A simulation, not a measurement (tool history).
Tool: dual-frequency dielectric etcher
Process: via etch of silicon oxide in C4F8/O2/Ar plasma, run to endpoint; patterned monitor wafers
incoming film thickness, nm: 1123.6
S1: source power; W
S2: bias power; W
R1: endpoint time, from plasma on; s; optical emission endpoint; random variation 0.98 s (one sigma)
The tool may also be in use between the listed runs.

run,hour,S1,S2,R1
1,0.0,1760,2201,208.20
2,5.5,1850,2224,204.78
3,6.8,1930,2259,199.67
4,11.9,1720,2259,209.10
5,13.9,1810,2285,202.46
6,16.1,1880,2301,200.74

Forecast run 7:
7,16.9,1950,2321,?

R1: 195.11 s
